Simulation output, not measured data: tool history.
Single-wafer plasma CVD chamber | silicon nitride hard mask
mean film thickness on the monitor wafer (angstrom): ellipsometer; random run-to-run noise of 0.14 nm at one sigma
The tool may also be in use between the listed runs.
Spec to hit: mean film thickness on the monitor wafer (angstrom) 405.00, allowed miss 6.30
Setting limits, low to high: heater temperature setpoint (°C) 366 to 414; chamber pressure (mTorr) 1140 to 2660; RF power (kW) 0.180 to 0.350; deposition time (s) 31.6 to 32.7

run	hour	heater temperature setpoint (°C)	chamber pressure (mTorr)	RF power (kW)	deposition time (s)	mean film thickness on the monitor wafer (angstrom)
1	0.0	390	1900	0.265	31.6	364.98
2	1.5	390	2080	0.270	31.6	377.63
3	7.2	380	2080	0.270	31.6	376.56
4	10.2	375	2080	0.270	31.6	380.75
5	18.4	375	2370	0.270	31.6	395.81
6	19.0	375	2410	0.270	31.6	397.36
7	24.8	375	2440	0.270	31.6	397.72
8	32.3	375	2470	0.270	31.6	398.95

5 next moves are on the table. One of them brings every result within its allowed miss. Which?
A	39.8	382	2370	0.265	31.7	?
B	39.8	375	2330	0.275	32.2	?
C	39.8	382	2400	0.260	31.8	?
D	39.8	369	2390	0.250	32.4	?
E	39.8	382	2280	0.260	31.7	?

move	mean film thickness on the monitor wafer (angstrom)
A	390.92
B	402.73
C	390.29
D	392.83
E	383.71
A: further off than the last run
B: each result inside its tolerance
C: further off than the last run
D: further off than the last run
E: further off than the last run
Go with B: it meets all targets.
